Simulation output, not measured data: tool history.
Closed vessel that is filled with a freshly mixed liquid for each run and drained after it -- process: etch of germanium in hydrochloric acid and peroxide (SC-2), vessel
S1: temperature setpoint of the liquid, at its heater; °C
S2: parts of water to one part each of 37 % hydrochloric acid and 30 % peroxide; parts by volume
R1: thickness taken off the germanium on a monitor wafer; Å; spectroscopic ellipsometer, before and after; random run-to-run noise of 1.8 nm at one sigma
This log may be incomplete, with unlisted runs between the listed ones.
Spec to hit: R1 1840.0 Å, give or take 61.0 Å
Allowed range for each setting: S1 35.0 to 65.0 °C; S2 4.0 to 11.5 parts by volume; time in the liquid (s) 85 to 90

run 1 hour=0.0 | S1=49.0 S2=6.5 time_in_the_liquid_(s)=85 | R1=2766.7
run 2 hour=3.4 | S1=55.5 S2=6.5 time_in_the_liquid_(s)=85 | R1=3486.1
run 3 hour=8.3 | S1=53.0 S2=6.5 time_in_the_liquid_(s)=85 | R1=3127.5
run 4 hour=9.7 | S1=53.0 S2=6.5 time_in_the_liquid_(s)=90 | R1=3315.2
run 5 hour=16.7 | S1=53.0 S2=4.5 time_in_the_liquid_(s)=90 | R1=3424.5
run 6 hour=22.7 | S1=56.0 S2=4.5 time_in_the_liquid_(s)=90 | R1=3650.2
run 7 hour=27.3 | S1=53.5 S2=4.5 time_in_the_liquid_(s)=90 | R1=3486.6
run 8 hour=32.0 | S1=51.0 S2=4.5 time_in_the_liquid_(s)=90 | R1=3204.5
run 9 hour=34.2 | S1=49.0 S2=4.5 time_in_the_liquid_(s)=90 | R1=2945.3
run 10 hour=37.4 | S1=47.5 S2=4.5 time_in_the_liquid_(s)=90 | R1=2856.0
run 11 hour=40.7 | S1=46.0 S2=4.5 time_in_the_liquid_(s)=90 | R1=2712.5
run 12 hour=45.2 | S1=44.5 S2=4.5 time_in_the_liquid_(s)=90 | R1=2590.1
run 13 hour=49.4 | S1=43.5 S2=4.5 time_in_the_liquid_(s)=90 | R1=2532.1
run 14 hour=50.7 | S1=42.5 S2=4.5 time_in_the_liquid_(s)=90 | R1=2403.5
run 15 hour=58.8 | S1=41.5 S2=4.5 time_in_the_liquid_(s)=90 | R1=2304.6
run 16 hour=61.0 | S1=40.5 S2=4.5 time_in_the_liquid_(s)=90 | R1=2228.4
run 17 hour=62.3 | S1=40.0 S2=4.5 time_in_the_liquid_(s)=90 | R1=2201.4
run 18 hour=68.8 | S1=39.5 S2=4.5 time_in_the_liquid_(s)=90 | R1=2138.6
run 19 hour=69.6 | S1=39.0 S2=4.5 time_in_the_liquid_(s)=90 | R1=2119.7
run 20 hour=75.1 | S1=38.5 S2=4.5 time_in_the_liquid_(s)=90 | R1=2114.8

Which of these 4 next moves meets every target?
run A hour=80.6 | S1=44.5 S2=4.5 time_in_the_liquid_(s)=85 | R1=?
run B hour=80.6 | S1=42.5 S2=6.0 time_in_the_liquid_(s)=85 | R1=?
run C hour=80.6 | S1=36.5 S2=4.0 time_in_the_liquid_(s)=85 | R1=?
run D hour=80.6 | S1=41.5 S2=5.5 time_in_the_liquid_(s)=90 | R1=?

move=A R1=2463.6
move=B R1=2288.9
move=C R1=1871.7
move=D R1=2348.8
A: further off than the last run
B: further off than the last run
C: each result inside its tolerance
D: further off than the last run
C is the move that brings every result within its allowed miss.

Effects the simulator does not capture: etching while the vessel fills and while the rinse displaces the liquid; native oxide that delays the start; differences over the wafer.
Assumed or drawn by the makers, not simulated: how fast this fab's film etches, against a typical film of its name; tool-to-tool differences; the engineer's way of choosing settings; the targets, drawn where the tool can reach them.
